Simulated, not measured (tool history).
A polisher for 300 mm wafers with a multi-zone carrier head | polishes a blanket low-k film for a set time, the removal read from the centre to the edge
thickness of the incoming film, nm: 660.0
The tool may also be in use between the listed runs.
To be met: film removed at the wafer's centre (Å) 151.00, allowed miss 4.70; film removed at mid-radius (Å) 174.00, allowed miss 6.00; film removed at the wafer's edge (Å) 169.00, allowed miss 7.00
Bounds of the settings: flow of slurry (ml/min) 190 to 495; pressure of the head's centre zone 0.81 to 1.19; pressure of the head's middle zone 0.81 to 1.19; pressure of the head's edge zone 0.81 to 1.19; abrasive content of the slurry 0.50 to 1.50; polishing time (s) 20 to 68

| run | hour | flow of slurry (ml/min) | pressure of the head's centre zone | pressure of the head's middle zone | pressure of the head's edge zone | abrasive content of the slurry | polishing time (s) | film removed at the wafer's centre (Å) | film removed at mid-radius (Å) | film removed at the wafer's edge (Å) |
|---|---|---|---|---|---|---|---|---|---|---|
| 1 | 0.0 | 320 | 1.00 | 1.00 | 1.00 | 1.00 | 44 | 169.85 | 190.89 | 189.68 |
| 2 | 5.6 | 320 | 1.00 | 1.00 | 1.03 | 1.00 | 44 | 172.16 | 191.51 | 191.40 |
| 3 | 8.1 | 320 | 1.00 | 1.00 | 1.01 | 1.00 | 44 | 172.05 | 192.84 | 197.10 |
| 4 | 9.8 | 320 | 1.00 | 1.00 | 1.01 | 1.00 | 52 | 198.73 | 225.89 | 228.43 |
| 5 | 14.9 | 325 | 1.00 | 1.00 | 1.00 | 0.95 | 52 | 197.14 | 222.43 | 223.13 |
| 6 | 22.1 | 325 | 1.00 | 1.00 | 0.97 | 0.95 | 52 | 195.25 | 222.69 | 220.94 |
| 7 | 24.4 | 330 | 1.00 | 1.00 | 0.96 | 0.90 | 52 | 191.56 | 221.43 | 213.72 |
| 8 | 30.6 | 330 | 0.99 | 0.99 | 0.95 | 0.85 | 52 | 186.73 | 209.22 | 204.95 |
| 9 | 34.4 | 330 | 0.97 | 0.98 | 0.94 | 0.80 | 52 | 180.61 | 201.33 | 202.02 |
| 10 | 36.5 | 330 | 0.96 | 0.98 | 0.93 | 0.75 | 52 | 170.11 | 197.50 | 192.43 |
| 11 | 39.5 | 330 | 0.96 | 0.98 | 0.93 | 0.75 | 52 | 170.72 | 198.25 | 195.35 |
| 12 | 46.2 | 330 | 0.96 | 0.98 | 0.92 | 0.75 | 52 | 171.57 | 196.74 | 195.77 |
|  | 48.3 | centre zone pressure recalibrated |
| 13 | 48.3 | 325 | 0.94 | 0.97 | 0.82 | 0.50 | 52 | 160.10 | 162.96 | 153.83 |
| 14 | 55.4 | 325 | 0.94 | 0.97 | 0.82 | 0.50 | 52 | 158.99 | 166.78 | 152.58 |
| 15 | 57.1 | 325 | 0.94 | 0.97 | 0.83 | 0.50 | 52 | 155.84 | 164.36 | 153.47 |
| 16 | 59.3 | 330 | 0.94 | 0.97 | 0.84 | 0.50 | 52 | 159.58 | 164.59 | 154.22 |
| 17 | 60.3 | 325 | 0.93 | 0.97 | 0.85 | 0.50 | 52 | 158.36 | 163.13 | 154.10 |
| 18 | 64.3 | 330 | 0.92 | 0.97 | 0.86 | 0.50 | 52 | 155.27 | 162.25 | 158.14 |
| 19 | 72.1 | 330 | 0.92 | 0.98 | 0.87 | 0.50 | 52 | 154.35 | 166.86 | 160.80 |
| 20 | 75.0 | 340 | 0.91 | 1.00 | 0.89 | 0.50 | 52 | 154.60 | 166.78 | 159.40 |

5 next moves are on the table. One of them brings every result within its allowed miss. Which?
| A | 77.9 | 335 | 0.84 | 0.97 | 0.90 | 0.50 | 55 | ? | ? | ? |
| B | 77.9 | 360 | 0.91 | 0.88 | 0.98 | 0.55 | 51 | ? | ? | ? |
| C | 77.9 | 410 | 0.89 | 1.06 | 0.81 | 0.50 | 51 | ? | ? | ? |
| D | 77.9 | 315 | 0.95 | 0.99 | 0.92 | 0.50 | 54 | ? | ? | ? |
| E | 77.9 | 190 | 0.81 | 1.04 | 0.97 | 0.70 | 48 | ? | ? | ? |

| move | film removed at the wafer's centre (Å) | film removed at mid-radius (Å) | film removed at the wafer's edge (Å) |
|---|---|---|---|
| A | 150.76 | 173.18 | 170.13 |
| B | 159.15 | 157.64 | 172.36 |
| C | 150.66 | 173.45 | 152.03 |
| D | 166.70 | 171.54 | 168.07 |
| E | 138.97 | 174.94 | 171.56 |
A: meets every target
B: brings the result that was furthest off to its target, and leaves another outside
C: further off than the last run
D: brings the result that was furthest off to its target, and leaves another outside
E: brings the result that was furthest off to its target, and leaves another outside
Answer: A
